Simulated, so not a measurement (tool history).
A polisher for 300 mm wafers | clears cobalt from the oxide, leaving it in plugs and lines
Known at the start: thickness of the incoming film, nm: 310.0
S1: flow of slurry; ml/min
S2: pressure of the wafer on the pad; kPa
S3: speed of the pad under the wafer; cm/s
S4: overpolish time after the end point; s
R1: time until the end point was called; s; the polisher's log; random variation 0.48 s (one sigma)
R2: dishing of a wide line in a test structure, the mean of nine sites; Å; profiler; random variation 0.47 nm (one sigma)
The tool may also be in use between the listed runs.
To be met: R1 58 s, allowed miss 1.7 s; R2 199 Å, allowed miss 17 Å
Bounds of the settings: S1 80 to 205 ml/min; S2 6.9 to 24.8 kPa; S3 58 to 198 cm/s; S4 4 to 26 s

| run | hour | S1 | S2 | S3 | S4 | R1 | R2 |
|---|---|---|---|---|---|---|---|
| 1 | 0 | 135 | 15.9 | 128 | 13 | 43.118 | 326.61 |
| 2 | 2.2 | 130 | 14.5 | 128 | 11 | 45.494 | 318.67 |
| 3 | 7.8 | 130 | 14.5 | 104 | 11 | 53.582 | 294.46 |
| 4 | 14.2 | 115 | 14.5 | 104 | 11 | 55.008 | 285.12 |
| 5 | 21.5 | 115 | 14.5 | 86 | 11 | 62.076 | 289.02 |
| 6 | 28.7 | 105 | 14.5 | 86 | 9 | 64.133 | 254.11 |
| 7 | 34.6 | 100 | 15.2 | 84 | 8 | 63.21 | 248.21 |
| 8 | 40.1 | 80 | 18.6 | 74 | 4 | 62.162 | 160.25 |
| 9 | 48.4 | 110 | 17.9 | 76 | 7 | 57.227 | 238.05 |
| 10 | 53.7 | 95 | 18.6 | 76 | 4 | 58.169 | 175.26 |

4 next moves are on the table. One of them brings every result within its allowed miss. Which?
| A | 59 | 140 | 17.9 | 66 | 7 | ? | ? |
| B | 59 | 80 | 17.9 | 90 | 5 | ? | ? |
| C | 59 | 80 | 20 | 76 | 4 | ? | ? |
| D | 59 | 90 | 17.2 | 88 | 4 | ? | ? |

| move | R1 | R2 |
|---|---|---|
| A | 60.126 | 237.12 |
| B | 57.963 | 200.05 |
| C | 59.355 | 170.36 |
| D | 58.125 | 172.83 |
A: takes the result that was furthest off past its target
B: meets every target
C: further off than the last run
D: further off than the last run
Move B is the one to make.
